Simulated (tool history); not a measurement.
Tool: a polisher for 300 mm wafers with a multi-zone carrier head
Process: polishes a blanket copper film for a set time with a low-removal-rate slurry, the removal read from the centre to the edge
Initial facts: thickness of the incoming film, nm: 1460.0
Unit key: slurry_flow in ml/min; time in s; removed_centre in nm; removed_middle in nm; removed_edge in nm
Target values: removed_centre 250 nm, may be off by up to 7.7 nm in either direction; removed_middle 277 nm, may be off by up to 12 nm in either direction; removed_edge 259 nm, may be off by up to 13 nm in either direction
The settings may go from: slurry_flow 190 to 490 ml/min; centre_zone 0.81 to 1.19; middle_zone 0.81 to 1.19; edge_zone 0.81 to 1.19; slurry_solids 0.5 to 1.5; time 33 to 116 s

run  hour  slurry_flow  centre_zone  middle_zone  edge_zone  slurry_solids  time  removed_centre  removed_middle  removed_edge
  1     0          315            1            1          1              1    74          177.46          173.58        176.39
  2   1.8          315            1            1          1            0.8    74          164.94          162.12        170.57
  3  10.7          315            1            1       1.06            0.8    74          165.85          164.67        168.95
  4  17.5          315         1.09            1       1.06            0.8    74          179.39          162.45        172.73
  5  26.4          310         1.05         1.01       1.07           0.95    80          200.22          182.93        201.03
  6  34.1          310         0.97         1.01       1.07           0.95    80          185.84          185.36        198.26
  7  41.6          325         0.97         1.06       1.06            1.1    82          195.04          202.55        211.41
  8  46.1          330         0.98         1.09       1.03            1.2    85          211.61          219.39        221.34
  9    51          335         0.98         1.12       1.02           1.25    87          218.52          236.52         229.4
 10  55.1          340         0.99         1.14       1.02            1.3    88          232.63           245.4        237.16
 11  56.4          340         0.99         1.14       1.02            1.3    88          232.25          242.77         234.9

5 candidate next runs follow, results not yet known. Just one meets every target within its allowed miss. Identify it.
  A  57.7          280         1.03         1.19       1.01           1.15   103               ?               ?             ?
  B  57.7          300         0.95         1.06       1.01            1.1   111               ?               ?             ?
  C  57.7          300         0.92         1.17       1.02            1.4   111               ?               ?             ?
  D  57.7          345         1.03         1.17       0.98            1.3    99               ?               ?             ?
  E  57.7          435         0.97         1.19       1.02           1.35    94               ?               ?             ?

move  removed_centre  removed_middle  removed_edge
   A          263.29          268.06        263.01
   B          260.13          269.23        281.66
   C           270.4          305.44        303.41
   D          268.55           270.2        262.57
   E          247.66          266.88        260.63
A: puts the biggest miss on target and leaves a different result outside tolerance
B: puts the biggest miss on target and leaves a different result outside tolerance
C: takes the biggest miss from the last run beyond its target
D: puts the biggest miss on target and leaves a different result outside tolerance
E: each result inside its tolerance
Move E is the one to make.
